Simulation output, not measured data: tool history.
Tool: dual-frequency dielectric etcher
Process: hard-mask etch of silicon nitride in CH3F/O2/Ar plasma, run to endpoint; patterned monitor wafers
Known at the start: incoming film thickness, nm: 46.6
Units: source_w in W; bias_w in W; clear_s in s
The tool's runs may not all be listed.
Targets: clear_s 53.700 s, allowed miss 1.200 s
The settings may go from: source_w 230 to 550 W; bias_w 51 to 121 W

Run 1, day 0.000: source_w 390 W, bias_w 86 W. Result: clear_s 59.785 s.
Run 2, day 0.062: source_w 390 W, bias_w 95 W. Result: clear_s 57.690 s.
Run 3, day 0.188: source_w 400 W, bias_w 96 W. Result: clear_s 56.671 s.
Run 4, day 0.346: source_w 330 W, bias_w 96 W. Result: clear_s 60.559 s.
Run 5, day 0.462: source_w 350 W, bias_w 97 W. Result: clear_s 58.579 s.
Run 6, day 0.721: source_w 370 W, bias_w 98 W. Result: clear_s 57.884 s.
Run 7, day 0.954: source_w 380 W, bias_w 99 W. Result: clear_s 56.863 s.
Run 8, day 1.212: source_w 390 W, bias_w 100 W. Result: clear_s 56.789 s.
Run 9, day 1.446: source_w 400 W, bias_w 101 W. Result: clear_s 55.216 s.

5 next moves are on the table. One of them brings every result within its allowed miss. Which?
Run A, day 1.679: source_w 410 W, bias_w 93 W. Result: clear_s ?.
Run B, day 1.679: source_w 450 W, bias_w 98 W. Result: clear_s ?.
Run C, day 1.679: source_w 460 W, bias_w 87 W. Result: clear_s ?.
Run D, day 1.679: source_w 390 W, bias_w 98 W. Result: clear_s ?.
Run E, day 1.679: source_w 400 W, bias_w 95 W. Result: clear_s ?.

move  clear_s
   A   57.041
   B   54.045
   C   56.232
   D   56.839
   E   57.049
A: further off than the last run
B: meets every target
C: further off than the last run
D: further off than the last run
E: further off than the last run
Answer: B

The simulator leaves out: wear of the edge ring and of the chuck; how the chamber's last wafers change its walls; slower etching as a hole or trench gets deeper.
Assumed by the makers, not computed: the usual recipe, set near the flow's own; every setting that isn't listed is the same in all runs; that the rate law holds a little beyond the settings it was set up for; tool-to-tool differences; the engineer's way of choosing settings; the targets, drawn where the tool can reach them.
